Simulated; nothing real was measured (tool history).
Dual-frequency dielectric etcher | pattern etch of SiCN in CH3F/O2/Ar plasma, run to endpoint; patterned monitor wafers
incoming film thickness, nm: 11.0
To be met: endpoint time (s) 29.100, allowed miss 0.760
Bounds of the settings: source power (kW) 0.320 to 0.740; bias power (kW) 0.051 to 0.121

run 1 day=0.000 | source_power_(kW)=0.530 bias_power_(kW)=0.086 | endpoint_time_(s)=24.900
run 2 day=0.154 | source_power_(kW)=0.620 bias_power_(kW)=0.086 | endpoint_time_(s)=23.919
run 3 day=0.271 | source_power_(kW)=0.590 bias_power_(kW)=0.082 | endpoint_time_(s)=24.910
run 4 day=0.496 | source_power_(kW)=0.680 bias_power_(kW)=0.082 | endpoint_time_(s)=24.277
run 5 day=0.788 | source_power_(kW)=0.670 bias_power_(kW)=0.077 | endpoint_time_(s)=24.988
run 6 day=1.054 | source_power_(kW)=0.710 bias_power_(kW)=0.077 | endpoint_time_(s)=24.363
run 7 day=1.317 | source_power_(kW)=0.680 bias_power_(kW)=0.073 | endpoint_time_(s)=25.379
run 8 day=1.554 | source_power_(kW)=0.660 bias_power_(kW)=0.070 | endpoint_time_(s)=26.071
run 9 day=1.725 | source_power_(kW)=0.640 bias_power_(kW)=0.068 | endpoint_time_(s)=26.804

Which of these 5 next moves meets every target?
run A day=1.896 | source_power_(kW)=0.520 bias_power_(kW)=0.061 | endpoint_time_(s)=?
run B day=1.896 | source_power_(kW)=0.620 bias_power_(kW)=0.069 | endpoint_time_(s)=?
run C day=1.896 | source_power_(kW)=0.600 bias_power_(kW)=0.053 | endpoint_time_(s)=?
run D day=1.896 | source_power_(kW)=0.590 bias_power_(kW)=0.051 | endpoint_time_(s)=?
run E day=1.896 | source_power_(kW)=0.620 bias_power_(kW)=0.051 | endpoint_time_(s)=?

move=A endpoint_time_(s)=29.618
move=B endpoint_time_(s)=26.933
move=C endpoint_time_(s)=30.692
move=D endpoint_time_(s)=31.374
move=E endpoint_time_(s)=31.025
A: meets every target
B: nearer than the last run, and not there yet
C: takes the result that was furthest off past its target
D: takes the result that was furthest off past its target
E: takes the result that was furthest off past its target
Answer: A
